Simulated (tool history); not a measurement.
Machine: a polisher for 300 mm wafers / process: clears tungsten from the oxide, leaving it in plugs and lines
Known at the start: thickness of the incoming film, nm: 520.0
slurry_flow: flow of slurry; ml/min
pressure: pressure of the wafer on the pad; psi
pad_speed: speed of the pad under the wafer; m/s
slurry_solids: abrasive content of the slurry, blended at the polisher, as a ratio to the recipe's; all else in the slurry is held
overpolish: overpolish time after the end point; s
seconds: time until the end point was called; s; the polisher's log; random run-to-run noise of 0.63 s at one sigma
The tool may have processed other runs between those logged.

| run | hour | slurry_flow | pressure | pad_speed | slurry_solids | overpolish | seconds |
|---|---|---|---|---|---|---|---|
| 1 | 0.0 | 150 | 4.6 | 1.26 | 1.0 | 5 | 89.122 |
| 2 | 2.1 | 150 | 4.9 | 1.26 | 1.0 | 5 | 84.166 |
| 3 | 8.6 | 150 | 4.9 | 1.26 | 1.2 | 5 | 81.881 |
| 4 | 14.5 | 150 | 4.9 | 0.98 | 1.2 | 5 | 102.050 |
| 5 | 19.6 | 150 | 5.3 | 0.98 | 1.2 | 5 | 95.709 |
| 6 | 23.3 | 150 | 6.3 | 0.98 | 1.2 | 5 | 82.056 |
| 7 | 24.3 | 155 | 6.5 | 1.02 | 1.2 | 5 | 75.223 |
| 8 | 27.9 | 160 | 6.6 | 1.04 | 1.2 | 5 | 71.758 |

Predict the results of run 9:
| 9 | 36.4 | 165 | 6.7 | 1.04 | 1.2 | 5 | ? |

Run 9 came out at seconds 71.634 s.

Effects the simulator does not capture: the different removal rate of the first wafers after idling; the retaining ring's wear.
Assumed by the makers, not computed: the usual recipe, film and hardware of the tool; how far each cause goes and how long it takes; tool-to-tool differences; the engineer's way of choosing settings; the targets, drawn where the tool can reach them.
